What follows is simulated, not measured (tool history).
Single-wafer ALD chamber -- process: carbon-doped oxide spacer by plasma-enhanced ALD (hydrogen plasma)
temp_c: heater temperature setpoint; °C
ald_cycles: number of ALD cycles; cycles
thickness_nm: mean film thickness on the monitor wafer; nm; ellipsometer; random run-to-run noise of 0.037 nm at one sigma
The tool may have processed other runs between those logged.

run,hour,temp_c,ald_cycles,thickness_nm
1,0.0,410,187,9.1633
2,7.8,401,187,9.4790
3,9.6,404,182,9.1001
4,17.5,394,182,9.3336
5,22.4,402,182,9.2393
6,27.4,402,201,10.1910
7,30.8,404,192,9.6965

Forecast run 8:
8,38.1,413,162,?

Run 8 produced thickness_nm 7.9732 nm.
